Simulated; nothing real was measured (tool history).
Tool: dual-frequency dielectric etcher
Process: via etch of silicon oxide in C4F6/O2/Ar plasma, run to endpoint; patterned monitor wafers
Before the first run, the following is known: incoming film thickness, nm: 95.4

Run 1, hour 0: bias power (kW) 0.488, source power (kW) 0.42, Ar flow (sccm) 213. Result: endpoint time (s) 17.758.
Run 2, hour 2: bias power (kW) 0.471, source power (kW) 0.41, Ar flow (sccm) 215. Result: endpoint time (s) 18.159.
Run 3, hour 3.3: bias power (kW) 0.471, source power (kW) 0.41, Ar flow (sccm) 186. Result: endpoint time (s) 17.678.
Run 4, hour 3.9: bias power (kW) 0.456, source power (kW) 0.4, Ar flow (sccm) 189. Result: endpoint time (s) 18.436.
Run 5, hour 9.9: bias power (kW) 0.488, source power (kW) 0.4, Ar flow (sccm) 189. Result: endpoint time (s) 17.934.
Run 6, hour 14.5: bias power (kW) 0.488, source power (kW) 0.34, Ar flow (sccm) 189. Result: endpoint time (s) 19.16.
Run 7, hour 23.5: bias power (kW) 0.475, source power (kW) 0.34, Ar flow (sccm) 189. Result: endpoint time (s) 19.493.
Run 8, hour 31.5: bias power (kW) 0.475, source power (kW) 0.34, Ar flow (sccm) 189. Result: endpoint time (s) 19.174.
Run 9, hour 32.8: bias power (kW) 0.462, source power (kW) 0.33, Ar flow (sccm) 190. Result: endpoint time (s) 20.064.
Run 10, hour 41.2: bias power (kW) 0.454, source power (kW) 0.33, Ar flow (sccm) 190. Result: endpoint time (s) 20.099.
Run 11, hour 48.6: bias power (kW) 0.446, source power (kW) 0.33, Ar flow (sccm) 190. Result: endpoint time (s) 20.31.
Run 12, hour 50.5: bias power (kW) 0.439, source power (kW) 0.33, Ar flow (sccm) 190. Result: endpoint time (s) 20.335.
Run 13, hour 57: bias power (kW) 0.432, source power (kW) 0.33, Ar flow (sccm) 190. Result: endpoint time (s) 20.654.
Run 14, hour 59: bias power (kW) 0.427, source power (kW) 0.33, Ar flow (sccm) 190. Result: endpoint time (s) 20.91.

What will run 15 give?
Run 15, hour 64.5: bias power (kW) 0.423, source power (kW) 0.33, Ar flow (sccm) 190. Result: endpoint time (s) ?.

For run 15 the tool returned endpoint time (s) 20.879.
